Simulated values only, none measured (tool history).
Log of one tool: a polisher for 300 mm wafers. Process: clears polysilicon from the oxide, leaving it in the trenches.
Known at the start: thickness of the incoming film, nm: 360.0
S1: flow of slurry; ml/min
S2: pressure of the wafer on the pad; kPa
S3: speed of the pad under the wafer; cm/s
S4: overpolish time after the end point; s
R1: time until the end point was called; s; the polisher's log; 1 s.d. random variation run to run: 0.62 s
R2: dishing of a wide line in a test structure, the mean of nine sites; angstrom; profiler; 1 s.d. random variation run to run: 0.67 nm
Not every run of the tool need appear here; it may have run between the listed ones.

run	hour	S1	S2	S3	S4	R1	R2
1	0	155	14.5	126	20	24.903	479.38
2	7	155	13.1	124	18	27.663	463.49
3	9.1	160	11.7	122	16	31.424	457.86
4	10.4	160	11.7	136	16	28.189	469.23
5	19.2	160	11.7	118	16	32.966	437.46
6	26.4	175	12.4	108	14	31.725	451.65

The next listed run, before its measurement:
7	27.5	160	12.4	104	13	?	?

Logged for run 7: R1 35.035 s, R2 433.1 angstrom.
